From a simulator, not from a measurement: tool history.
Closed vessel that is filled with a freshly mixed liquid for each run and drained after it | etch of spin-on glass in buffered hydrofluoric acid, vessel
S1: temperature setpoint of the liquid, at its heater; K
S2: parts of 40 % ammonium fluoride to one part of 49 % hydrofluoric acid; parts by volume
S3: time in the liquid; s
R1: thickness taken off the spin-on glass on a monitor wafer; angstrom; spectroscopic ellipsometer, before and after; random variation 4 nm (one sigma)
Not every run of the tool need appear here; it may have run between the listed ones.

run  hour      S1    S2  S3      R1
  1     0  296.15    13  90  2508.1
  2   2.2  298.65  11.5  90    3227
  3   9.8  298.65  11.5  95  3401.5
  4  17.8  298.65  11.5  90  3255.8
  5  25.4  300.15  10.5  90  3828.2
  6  28.6  297.65  10.5  90  3345.5
  7  34.2  299.65   9.5  90  4039.8
  8  35.6  301.15     9  90  4543.3
  9  41.1  302.15   8.5  90  5101.9

The next listed run, before its measurement:
 10  49.4  302.65  8.5  90   ?

R1: 5226.4 angstrom
